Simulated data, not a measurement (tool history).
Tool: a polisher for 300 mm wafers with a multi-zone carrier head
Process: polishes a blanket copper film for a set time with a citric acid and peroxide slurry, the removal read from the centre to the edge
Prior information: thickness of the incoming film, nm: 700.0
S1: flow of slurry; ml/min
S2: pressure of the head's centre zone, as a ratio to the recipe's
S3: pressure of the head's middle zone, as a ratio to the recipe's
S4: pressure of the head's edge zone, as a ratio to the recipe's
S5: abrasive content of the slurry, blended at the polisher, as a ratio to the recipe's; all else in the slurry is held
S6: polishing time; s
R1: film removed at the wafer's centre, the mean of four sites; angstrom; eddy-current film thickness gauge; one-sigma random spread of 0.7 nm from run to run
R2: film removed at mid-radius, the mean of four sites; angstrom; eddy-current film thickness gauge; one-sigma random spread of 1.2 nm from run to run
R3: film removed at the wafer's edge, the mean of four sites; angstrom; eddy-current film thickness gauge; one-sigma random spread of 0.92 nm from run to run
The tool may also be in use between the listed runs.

{"run": 1, "hour": 0.0, "S1": 180, "S2": 1.0, "S3": 1.0, "S4": 1.0, "S5": 1.0, "S6": 36, "R1": 705.65, "R2": 694.41, "R3": 684.95}
{"run": 2, "hour": 2.1, "S1": 195, "S2": 1.02, "S3": 1.03, "S4": 1.04, "S5": 1.1, "S6": 36, "R1": 728.18, "R2": 739.08, "R3": 712.57}
{"run": 3, "hour": 5.8, "S1": 205, "S2": 1.05, "S3": 1.04, "S4": 1.07, "S5": 1.2, "S6": 36, "R1": 767.33, "R2": 736.97, "R3": 736.4}
{"run": 4, "hour": 13.6, "S1": 205, "S2": 1.05, "S3": 1.04, "S4": 1.12, "S5": 1.2, "S6": 36, "R1": 776.1, "R2": 743.16, "R3": 740.1}
{"run": 5, "hour": 16.3, "S1": 215, "S2": 1.06, "S3": 1.07, "S4": 1.12, "S5": 1.3, "S6": 36, "R1": 791.31, "R2": 784.93, "R3": 761.97}
{"run": 6, "hour": 21.2, "S1": 215, "S2": 1.06, "S3": 1.07, "S4": 1.12, "S5": 1.3, "S6": 44, "R1": 967.4, "R2": 963.84, "R3": 934.55}
{"run": 7, "hour": 28.1, "S1": 200, "S2": 1.06, "S3": 1.07, "S4": 1.1, "S5": 1.2, "S6": 44, "R1": 950.17, "R2": 934.77, "R3": 911.17}
{"run": 8, "hour": 33.3, "S1": 190, "S2": 1.05, "S3": 1.07, "S4": 1.08, "S5": 1.1, "S6": 44, "R1": 923.88, "R2": 921.8, "R3": 862.25}

The next listed run, before its measurement:
{"run": 9, "hour": 38.9, "S1": 180, "S2": 1.04, "S3": 1.06, "S4": 1.08, "S5": 1.1, "S6": 44, "R1": "?", "R2": "?", "R3": "?"}

{"run 9": {"R1": 911.76, "R2": 891.4, "R3": 892.62}}
